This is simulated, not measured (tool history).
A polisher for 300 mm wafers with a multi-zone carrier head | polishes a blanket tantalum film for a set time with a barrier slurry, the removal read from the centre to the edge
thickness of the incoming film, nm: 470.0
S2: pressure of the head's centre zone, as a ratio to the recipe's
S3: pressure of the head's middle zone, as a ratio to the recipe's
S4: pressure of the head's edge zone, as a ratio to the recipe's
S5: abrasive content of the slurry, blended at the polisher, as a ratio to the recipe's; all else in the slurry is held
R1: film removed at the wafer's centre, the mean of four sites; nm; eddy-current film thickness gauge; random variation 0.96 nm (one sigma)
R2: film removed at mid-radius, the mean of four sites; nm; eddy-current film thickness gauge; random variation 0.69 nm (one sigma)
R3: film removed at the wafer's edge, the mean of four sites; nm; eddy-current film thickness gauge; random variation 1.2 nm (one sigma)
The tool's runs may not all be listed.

run 1 hour=0 | flow_of_slurry_(ml/min)=185 S2=1 S3=1 S4=1 S5=1 polishing_time_(s)=42 | R1=59.85 R2=60.607 R3=61.186
run 2 hour=5.3 | flow_of_slurry_(ml/min)=195 S2=1.02 S3=1.02 S4=1.02 S5=1.1 polishing_time_(s)=43 | R1=65.773 R2=64.032 R3=63.49
run 3 hour=6.3 | flow_of_slurry_(ml/min)=195 S2=1.02 S3=1.07 S4=1.02 S5=1.1 polishing_time_(s)=43 | R1=63.355 R2=66.918 R3=63.488
run 4 hour=13 | flow_of_slurry_(ml/min)=195 S2=1.02 S3=1.07 S4=1.02 S5=1.25 polishing_time_(s)=43 | R1=66.082 R2=68.606 R3=65.383
run 5 hour=14.8 | flow_of_slurry_(ml/min)=200 S2=1.03 S3=1.08 S4=1.04 S5=1.3 polishing_time_(s)=45 | R1=71.237 R2=73.261 R3=69.587
run 6 hour=20.1 | flow_of_slurry_(ml/min)=205 S2=1.04 S3=1.08 S4=1.06 S5=1.35 polishing_time_(s)=47 | R1=75.98 R2=76.369 R3=74.527
run 7 hour=23.3 | flow_of_slurry_(ml/min)=210 S2=1.05 S3=1.09 S4=1.07 S5=1.35 polishing_time_(s)=48 | R1=78.405 R2=79.488 R3=76.277
run 8 hour=29.9 | flow_of_slurry_(ml/min)=215 S2=1.06 S3=1.09 S4=1.08 S5=1.35 polishing_time_(s)=49 | R1=80.134 R2=82.645 R3=76.585

Expected results for the next run?
run 9 hour=39 | flow_of_slurry_(ml/min)=210 S2=1.06 S3=1.09 S4=1.08 S5=1.35 polishing_time_(s)=50 | R1=? R2=? R3=?

R1: 80.431 nm
R2: 82.79 nm
R3: 79.773 nm

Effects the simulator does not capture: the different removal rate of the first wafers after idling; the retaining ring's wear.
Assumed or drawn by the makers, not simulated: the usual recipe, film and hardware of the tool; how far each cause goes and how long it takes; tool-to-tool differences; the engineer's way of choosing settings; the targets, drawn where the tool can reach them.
